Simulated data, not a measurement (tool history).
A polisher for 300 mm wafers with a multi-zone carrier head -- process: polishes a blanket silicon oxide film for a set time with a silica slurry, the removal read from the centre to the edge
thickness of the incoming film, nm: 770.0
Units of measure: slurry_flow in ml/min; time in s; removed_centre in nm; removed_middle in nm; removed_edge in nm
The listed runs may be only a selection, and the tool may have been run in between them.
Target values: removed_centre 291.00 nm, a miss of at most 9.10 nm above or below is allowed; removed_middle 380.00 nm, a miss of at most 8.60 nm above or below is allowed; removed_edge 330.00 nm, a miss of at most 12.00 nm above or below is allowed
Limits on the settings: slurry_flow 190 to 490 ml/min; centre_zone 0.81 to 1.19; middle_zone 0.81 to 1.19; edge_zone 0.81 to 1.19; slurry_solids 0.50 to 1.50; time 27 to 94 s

| run | day | slurry_flow | centre_zone | middle_zone | edge_zone | slurry_solids | time | removed_centre | removed_middle | removed_edge |
|---|---|---|---|---|---|---|---|---|---|---|
| 1 | 0.000 | 315 | 1.00 | 1.00 | 1.00 | 1.00 | 60 | 256.89 | 264.41 | 258.59 |
| 2 | 0.204 | 315 | 1.00 | 0.95 | 1.00 | 1.00 | 60 | 257.54 | 252.08 | 261.24 |
| 3 | 0.517 | 320 | 0.99 | 0.99 | 1.02 | 1.05 | 60 | 259.81 | 266.95 | 264.11 |
| 4 | 0.846 | 320 | 1.06 | 0.99 | 1.02 | 1.05 | 60 | 282.90 | 265.42 | 266.92 |
| 5 | 0.954 | 320 | 1.06 | 0.99 | 1.02 | 1.15 | 60 | 294.77 | 274.15 | 273.66 |
| 6 | 1.175 | 320 | 1.03 | 1.01 | 1.04 | 1.20 | 60 | 291.66 | 286.73 | 286.88 |
| 7 | 1.412 | 325 | 1.01 | 1.04 | 1.05 | 1.25 | 60 | 285.36 | 298.73 | 292.15 |
| 8 | 1.575 | 330 | 1.00 | 1.06 | 1.05 | 1.30 | 60 | 290.44 | 309.57 | 296.45 |
| 9 | 1.838 | 330 | 1.00 | 1.06 | 1.05 | 1.30 | 60 | 288.33 | 308.47 | 294.19 |
| 10 | 2.100 | 385 | 0.91 | 1.16 | 1.12 | 1.50 | 60 | 279.69 | 356.52 | 321.48 |
| 11 | 2.425 | 390 | 0.91 | 1.18 | 1.11 | 1.50 | 61 | 285.47 | 368.53 | 328.76 |
| 12 | 2.688 | 390 | 0.91 | 1.18 | 1.10 | 1.50 | 61 | 285.98 | 366.45 | 329.32 |
| 13 | 2.912 | 385 | 0.91 | 1.18 | 1.08 | 1.50 | 61 | 280.51 | 364.03 | 321.70 |

Which of these 4 next moves meets every target?
| A | 3.138 | 390 | 0.87 | 1.08 | 0.98 | 1.50 | 66 | ? | ? | ? |
| B | 3.138 | 410 | 0.90 | 1.19 | 1.07 | 1.45 | 63 | ? | ? | ? |
| C | 3.138 | 265 | 0.88 | 1.10 | 1.11 | 1.45 | 64 | ? | ? | ? |
| D | 3.138 | 395 | 0.90 | 1.10 | 1.13 | 1.50 | 63 | ? | ? | ? |

| move | removed_centre | removed_middle | removed_edge |
|---|---|---|---|
| A | 293.98 | 368.64 | 331.85 |
| B | 288.44 | 379.39 | 327.30 |
| C | 273.12 | 345.14 | 328.23 |
| D | 290.75 | 357.67 | 340.09 |
A: closes in on the targets versus the last run, not all within tolerance yet
B: in spec on every target
C: misses by more than the last run did
D: misses by more than the last run did
Correct choice: B, which meets every target
